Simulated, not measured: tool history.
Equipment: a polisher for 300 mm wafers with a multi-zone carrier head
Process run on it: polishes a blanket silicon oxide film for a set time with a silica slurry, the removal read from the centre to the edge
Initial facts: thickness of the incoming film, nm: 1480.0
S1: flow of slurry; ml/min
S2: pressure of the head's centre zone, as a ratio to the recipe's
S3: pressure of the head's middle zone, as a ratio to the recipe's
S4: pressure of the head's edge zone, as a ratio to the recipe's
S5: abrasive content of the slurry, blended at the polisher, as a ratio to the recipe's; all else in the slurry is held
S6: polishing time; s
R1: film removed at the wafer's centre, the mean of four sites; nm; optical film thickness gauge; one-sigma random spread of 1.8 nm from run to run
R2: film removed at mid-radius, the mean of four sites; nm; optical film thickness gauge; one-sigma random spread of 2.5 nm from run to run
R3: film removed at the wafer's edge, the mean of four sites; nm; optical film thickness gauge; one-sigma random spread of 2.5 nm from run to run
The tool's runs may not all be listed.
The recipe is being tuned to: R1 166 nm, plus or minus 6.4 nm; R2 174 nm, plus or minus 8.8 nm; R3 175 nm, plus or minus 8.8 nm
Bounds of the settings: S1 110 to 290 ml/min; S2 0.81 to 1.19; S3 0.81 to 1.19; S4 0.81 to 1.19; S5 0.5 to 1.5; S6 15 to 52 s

run    day   S1    S2    S3    S4    S5  S6      R1      R2      R3
  1      0  185     1     1     1     1  33  117.81  116.72  119.46
  2  0.267  185     1  1.01  1.02   1.1  34  128.75  130.08  135.58
  3  0.592  190  1.02  1.04  1.04  1.15  34  133.15  137.53  135.93
  4  0.642  190  1.02  1.04  1.05   1.2  34   138.8  138.55   140.7
  5  0.862  230  1.02  1.04  1.05   1.2  34  138.52  145.05  140.94
  6  1.054  230  1.02  1.04  1.06  1.25  34  142.06  143.38  144.88
  7  1.371  230  1.02  1.05  1.07   1.3  34  144.19  148.35  148.01
  8  1.479  230  1.02  1.06  1.08  1.35  34  148.32  154.09  153.38
  9   1.65  230  1.02  1.06  1.09   1.4  34  150.14  157.57  154.91
 10  1.921  230  1.02  1.06   1.1   1.4  34  147.89     150  159.67
 11  2.192  230  1.03  1.07   1.1   1.4  34  151.47  157.32  159.07
 12  2.554  230  1.04  1.08  1.11   1.4  34  152.11  155.89  157.14
 13  2.583  230  1.04   1.1  1.12  1.45  35  156.25  164.12  164.45

4 next moves are on the table. One of them brings every result within its allowed miss. Which?
  A  2.612  215  1.02  0.96  1.19  1.35  36   ?   ?   ?
  B  2.612  200  1.03  0.85  1.19   1.5  39   ?   ?   ?
  C  2.612  265  1.07  1.09  1.13   1.5  31   ?   ?   ?
  D  2.612  235  1.03  1.08  1.12   1.5  36   ?   ?   ?

move      R1      R2      R3
   A  153.82  148.05  169.21
   B  173.08  150.35  189.69
   C  149.33  150.95  150.82
   D  164.18  171.51  172.51
A: lands further from the targets than the last run did
B: takes the result that was furthest off past its target
C: lands further from the targets than the last run did
D: every result within its allowed miss
Answer: D

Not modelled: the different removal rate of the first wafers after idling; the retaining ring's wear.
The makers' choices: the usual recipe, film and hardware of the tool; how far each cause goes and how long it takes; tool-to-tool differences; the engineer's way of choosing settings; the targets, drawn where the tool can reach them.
